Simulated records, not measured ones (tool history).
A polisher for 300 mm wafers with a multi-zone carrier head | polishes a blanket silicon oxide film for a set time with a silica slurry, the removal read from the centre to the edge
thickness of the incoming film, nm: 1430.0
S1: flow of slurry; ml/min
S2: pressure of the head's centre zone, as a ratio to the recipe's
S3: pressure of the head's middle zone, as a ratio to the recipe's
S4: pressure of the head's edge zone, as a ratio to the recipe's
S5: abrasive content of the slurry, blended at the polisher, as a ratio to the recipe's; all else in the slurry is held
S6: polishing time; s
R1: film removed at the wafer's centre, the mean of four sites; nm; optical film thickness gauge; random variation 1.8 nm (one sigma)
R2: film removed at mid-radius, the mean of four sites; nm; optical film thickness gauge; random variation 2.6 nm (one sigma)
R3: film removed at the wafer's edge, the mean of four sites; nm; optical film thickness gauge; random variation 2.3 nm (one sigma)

Run 1, hour 0: S1 140 ml/min, S2 1, S3 1, S4 1, S5 1, S6 46 s. Result: R1 129.59 nm, R2 130.79 nm, R3 127.84 nm.
Run 2, hour 8.2: S1 140 ml/min, S2 1.05, S3 1, S4 1, S5 1, S6 46 s. Result: R1 134.89 nm, R2 129.44 nm, R3 128.21 nm.
Run 3, hour 8.7: S1 145 ml/min, S2 1.04, S3 1.02, S4 1.02, S5 1.05, S6 46 s. Result: R1 138.12 nm, R2 135.75 nm, R3 137.06 nm.
Run 4, hour 14.9: S1 165 ml/min, S2 1.04, S3 1.02, S4 1.02, S5 1.05, S6 46 s. Result: R1 141.17 nm, R2 142.23 nm, R3 136.74 nm.
Run 5, hour 21.7: S1 165 ml/min, S2 1.04, S3 1.02, S4 0.96, S5 1.05, S6 46 s. Result: R1 141.95 nm, R2 139.49 nm, R3 138.15 nm.
Run 6, hour 29.1: S1 170 ml/min, S2 1.04, S3 1.04, S4 0.97, S5 1.1, S6 46 s. Result: R1 147.95 nm, R2 144.89 nm, R3 136.16 nm.
Run 7, hour 37: S1 175 ml/min, S2 1.02, S3 1.04, S4 1, S5 1.15, S6 46 s. Result: R1 143.25 nm, R2 148.17 nm, R3 140.3 nm.
Run 8, hour 38.9: S1 175 ml/min, S2 1.02, S3 1.05, S4 1.02, S5 1.2, S6 46 s. Result: R1 147.67 nm, R2 151.86 nm, R3 146.61 nm.
Run 9, hour 42.8: S1 180 ml/min, S2 1.02, S3 1.07, S4 1.03, S5 1.25, S6 46 s. Result: R1 152.52 nm, R2 156.79 nm, R3 150.23 nm.
Run 10, hour 48: S1 185 ml/min, S2 1.01, S3 1.08, S4 1.04, S5 1.3, S6 46 s. Result: R1 152.97 nm, R2 161.51 nm, R3 152.45 nm.

Run 11 comes next. What will it give?
Run 11, hour 50.1: S1 185 ml/min, S2 1.01, S3 1.09, S4 1.05, S5 1.35, S6 46 s. Result: R1 ?, R2 ?, R3 ?.

Run 11 gave R1 156.27 nm, R2 166.47 nm, R3 154.91 nm.

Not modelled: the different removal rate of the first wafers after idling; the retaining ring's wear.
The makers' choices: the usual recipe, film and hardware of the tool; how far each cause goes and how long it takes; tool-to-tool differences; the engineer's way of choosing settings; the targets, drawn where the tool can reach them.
